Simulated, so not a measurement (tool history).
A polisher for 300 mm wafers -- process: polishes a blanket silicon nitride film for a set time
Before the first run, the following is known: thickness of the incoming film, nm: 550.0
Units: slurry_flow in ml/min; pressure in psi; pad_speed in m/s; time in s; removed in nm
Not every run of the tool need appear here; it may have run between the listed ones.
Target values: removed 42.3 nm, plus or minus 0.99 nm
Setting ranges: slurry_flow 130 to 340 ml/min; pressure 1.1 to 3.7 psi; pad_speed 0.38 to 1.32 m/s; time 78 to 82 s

run,hour,slurry_flow,pressure,pad_speed,time,removed
1,0,220,2.4,0.84,78,71.287
2,1.9,220,2.4,0.84,78,71.513
3,3.8,220,2.4,0.66,78,58.407
4,8.5,215,2.2,0.66,78,54.559
5,12.7,215,2.2,0.56,78,46.941
6,14.2,215,2.2,0.4,78,35.842
7,23.2,220,2.3,0.4,78,38.136
8,30.2,225,2.4,0.4,78,39.246
9,37.2,225,2.5,0.4,78,41.129

Consider the 4 candidate settings below. Which is the only one whose results all fall within their allowed miss of target?
A,44.2,310,2.4,0.4,78,?
B,44.2,140,2.6,0.44,78,?
C,44.2,215,2.2,0.44,81,?
D,44.2,225,1.9,0.52,81,?

move,removed
A,40.76
B,42.332
C,40.317
D,40.244
A: its largest miss is bigger than the last run's
B: in spec on every target
C: its largest miss is bigger than the last run's
D: its largest miss is bigger than the last run's
The move that meets every target is B.

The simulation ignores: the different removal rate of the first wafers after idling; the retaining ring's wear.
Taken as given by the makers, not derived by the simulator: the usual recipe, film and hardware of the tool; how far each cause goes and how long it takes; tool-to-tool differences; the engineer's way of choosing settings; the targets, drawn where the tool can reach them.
